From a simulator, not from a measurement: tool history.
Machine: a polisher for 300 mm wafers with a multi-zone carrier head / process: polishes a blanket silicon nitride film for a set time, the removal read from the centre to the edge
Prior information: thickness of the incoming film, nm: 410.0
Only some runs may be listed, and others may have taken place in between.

run	day	flow of slurry (ml/min)	pressure of the head's centre zone	pressure of the head's middle zone	pressure of the head's edge zone	polishing time (s)	film removed at the wafer's centre (angstrom)	film removed at mid-radius (angstrom)	film removed at the wafer's edge (angstrom)
1	0.000	165	1.00	1.00	1.00	69	1268.80	1206.70	1258.10
2	0.342	165	1.00	1.01	0.97	63	1147.00	1122.30	1123.00
3	0.438	165	1.00	1.01	0.94	59	1049.80	1042.30	1057.50
4	0.662	205	1.00	1.01	0.94	59	1122.20	1084.80	1089.30
5	0.758	220	1.00	1.01	0.94	59	1126.40	1081.50	1080.00
6	0.950	225	1.01	1.02	0.92	55	1073.90	1018.70	1007.90
7	1.254	220	1.01	1.03	0.90	52	1010.30	968.06	929.76
8	1.462	210	1.01	1.03	0.88	51	953.08	948.77	911.13
9	1.696	205	1.02	1.04	0.87	50	956.79	932.32	884.18

Expected results for the next run?
10	1.929	200	1.02	1.05	0.86	49	?	?	?

Run 10 produced film removed at the wafer's centre (angstrom) 958.30, film removed at mid-radius (angstrom) 910.56, film removed at the wafer's edge (angstrom) 848.81.

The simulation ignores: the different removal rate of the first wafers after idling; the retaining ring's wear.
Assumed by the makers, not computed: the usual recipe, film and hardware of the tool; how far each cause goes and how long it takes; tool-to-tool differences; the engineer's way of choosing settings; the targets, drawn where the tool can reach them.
